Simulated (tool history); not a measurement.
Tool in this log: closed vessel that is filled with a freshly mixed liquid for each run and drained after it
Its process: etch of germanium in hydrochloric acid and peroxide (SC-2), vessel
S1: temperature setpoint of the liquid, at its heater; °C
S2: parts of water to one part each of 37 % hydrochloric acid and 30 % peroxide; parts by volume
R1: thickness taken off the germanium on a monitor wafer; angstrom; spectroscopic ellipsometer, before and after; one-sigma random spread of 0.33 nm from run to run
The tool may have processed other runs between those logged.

Run 1, day 0.000: S1 60.0 °C, S2 5.5 parts by volume, time in the liquid (s) 30. Result: R1 987.38 angstrom.
Run 2, day 0.296: S1 56.5 °C, S2 5.5 parts by volume, time in the liquid (s) 30. Result: R1 892.32 angstrom.
Run 3, day 0.625: S1 56.5 °C, S2 6.5 parts by volume, time in the liquid (s) 30. Result: R1 893.33 angstrom.
Run 4, day 0.738: S1 54.0 °C, S2 6.5 parts by volume, time in the liquid (s) 30. Result: R1 820.84 angstrom.
Run 5, day 1.100: S1 52.5 °C, S2 6.5 parts by volume, time in the liquid (s) 30. Result: R1 785.86 angstrom.
Run 6, day 1.304: S1 51.5 °C, S2 6.5 parts by volume, time in the liquid (s) 30. Result: R1 761.27 angstrom.
Run 7, day 1.458: S1 50.5 °C, S2 6.5 parts by volume, time in the liquid (s) 30. Result: R1 738.19 angstrom.
Run 8, day 1.667: S1 50.0 °C, S2 6.5 parts by volume, time in the liquid (s) 30. Result: R1 720.41 angstrom.

Run 9 has not been measured yet. What should we expect?
Run 9, day 1.717: S1 49.5 °C, S2 6.5 parts by volume, time in the liquid (s) 30. Result: R1 ?.

Run 9 gave R1 720.02 angstrom.
